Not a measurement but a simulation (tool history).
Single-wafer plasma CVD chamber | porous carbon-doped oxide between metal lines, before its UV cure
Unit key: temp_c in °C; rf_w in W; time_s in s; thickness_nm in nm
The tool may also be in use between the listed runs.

run,hour,temp_c,rf_w,time_s,thickness_nm
1,0.0,310,585,38.5,225.15
2,2.5,306,610,38.5,237.30
3,6.3,302,630,38.5,247.88
4,13.0,307,630,38.5,239.95
5,16.7,303,645,38.5,248.44
6,23.4,303,645,36.6,237.14
7,31.7,300,670,36.8,249.98
8,34.3,298,685,36.9,255.16

Run 9, settings as shown, results not yet in. Your forecast:
9,41.6,296,700,37.0,?

thickness_nm: 267.55 nm
